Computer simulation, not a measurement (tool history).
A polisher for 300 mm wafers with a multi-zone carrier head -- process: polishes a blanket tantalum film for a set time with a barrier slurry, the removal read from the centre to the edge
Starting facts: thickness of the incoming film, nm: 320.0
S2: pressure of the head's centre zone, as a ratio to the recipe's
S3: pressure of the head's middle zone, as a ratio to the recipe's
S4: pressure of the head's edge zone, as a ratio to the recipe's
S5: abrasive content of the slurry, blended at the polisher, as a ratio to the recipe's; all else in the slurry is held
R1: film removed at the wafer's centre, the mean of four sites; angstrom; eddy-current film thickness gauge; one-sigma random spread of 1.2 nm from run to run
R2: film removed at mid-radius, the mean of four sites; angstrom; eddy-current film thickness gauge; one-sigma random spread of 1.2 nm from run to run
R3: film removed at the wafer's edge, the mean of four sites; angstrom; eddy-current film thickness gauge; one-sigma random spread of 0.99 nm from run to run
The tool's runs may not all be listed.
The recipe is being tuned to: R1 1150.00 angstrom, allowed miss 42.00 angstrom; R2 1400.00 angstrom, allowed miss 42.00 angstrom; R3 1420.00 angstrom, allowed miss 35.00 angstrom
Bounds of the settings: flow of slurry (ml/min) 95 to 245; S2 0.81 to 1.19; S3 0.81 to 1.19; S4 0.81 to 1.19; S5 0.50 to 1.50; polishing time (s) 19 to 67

Run 1, hour 0.0: flow of slurry (ml/min) 155, S2 1.00, S3 1.00, S4 1.00, S5 1.00, polishing time (s) 43. Result: R1 1007.50 angstrom, R2 1119.60 angstrom, R3 1143.50 angstrom.
Run 2, hour 5.9: flow of slurry (ml/min) 155, S2 1.00, S3 1.00, S4 1.03, S5 1.00, polishing time (s) 43. Result: R1 1009.20 angstrom, R2 1130.90 angstrom, R3 1169.00 angstrom.
Run 3, hour 8.9: flow of slurry (ml/min) 155, S2 1.00, S3 0.94, S4 1.03, S5 1.00, polishing time (s) 43. Result: R1 1010.60 angstrom, R2 1085.90 angstrom, R3 1172.00 angstrom.
Run 4, hour 17.4: flow of slurry (ml/min) 165, S2 1.00, S3 0.96, S4 1.05, S5 1.05, polishing time (s) 43. Result: R1 1042.10 angstrom, R2 1123.50 angstrom, R3 1203.60 angstrom.
Run 5, hour 18.7: flow of slurry (ml/min) 165, S2 1.00, S3 1.03, S4 1.05, S5 1.05, polishing time (s) 43. Result: R1 1033.20 angstrom, R2 1177.30 angstrom, R3 1207.80 angstrom.
Run 6, hour 27.1: flow of slurry (ml/min) 165, S2 1.00, S3 1.03, S4 1.05, S5 1.05, polishing time (s) 34. Result: R1 819.01 angstrom, R2 918.56 angstrom, R3 962.63 angstrom.
Run 7, hour 31.0: flow of slurry (ml/min) 170, S2 1.00, S3 1.05, S4 1.07, S5 1.10, polishing time (s) 35. Result: R1 867.17 angstrom, R2 969.01 angstrom, R3 1015.40 angstrom.
Run 8, hour 36.6: flow of slurry (ml/min) 175, S2 0.99, S3 1.07, S4 1.08, S5 1.15, polishing time (s) 36. Result: R1 901.10 angstrom, R2 1064.10 angstrom, R3 1062.10 angstrom.
Run 9, hour 43.3: flow of slurry (ml/min) 190, S2 0.98, S3 1.03, S4 1.18, S5 1.40, polishing time (s) 43. Result: R1 1121.60 angstrom, R2 1282.70 angstrom, R3 1382.60 angstrom.

Consider the 5 candidate settings below. Which is the only one whose results all fall within their allowed miss of target?
Run A, hour 50.0: flow of slurry (ml/min) 230, S2 0.99, S3 0.92, S4 1.09, S5 1.50, polishing time (s) 42. Result: R1 ?, R2 ?, R3 ?.
Run B, hour 50.0: flow of slurry (ml/min) 245, S2 0.94, S3 1.05, S4 1.10, S5 1.25, polishing time (s) 45. Result: R1 ?, R2 ?, R3 ?.
Run C, hour 50.0: flow of slurry (ml/min) 180, S2 1.03, S3 1.00, S4 1.19, S5 1.40, polishing time (s) 43. Result: R1 ?, R2 ?, R3 ?.
Run D, hour 50.0: flow of slurry (ml/min) 205, S2 0.97, S3 0.94, S4 1.19, S5 1.45, polishing time (s) 40. Result: R1 ?, R2 ?, R3 ?.
Run E, hour 50.0: flow of slurry (ml/min) 180, S2 0.95, S3 0.87, S4 1.19, S5 1.30, polishing time (s) 46. Result: R1 ?, R2 ?, R3 ?.

move       R1       R2       R3
   A  1181.70  1235.10  1375.00
   B  1162.30  1390.60  1424.90
   C  1191.10  1264.30  1405.50
   D  1075.00  1164.40  1339.20
   E  1152.60  1219.50  1479.60
A: lands further from the targets than the last run did
B: each result inside its tolerance
C: lands further from the targets than the last run did
D: lands further from the targets than the last run did
E: lands further from the targets than the last run did
Move B is the one to make.
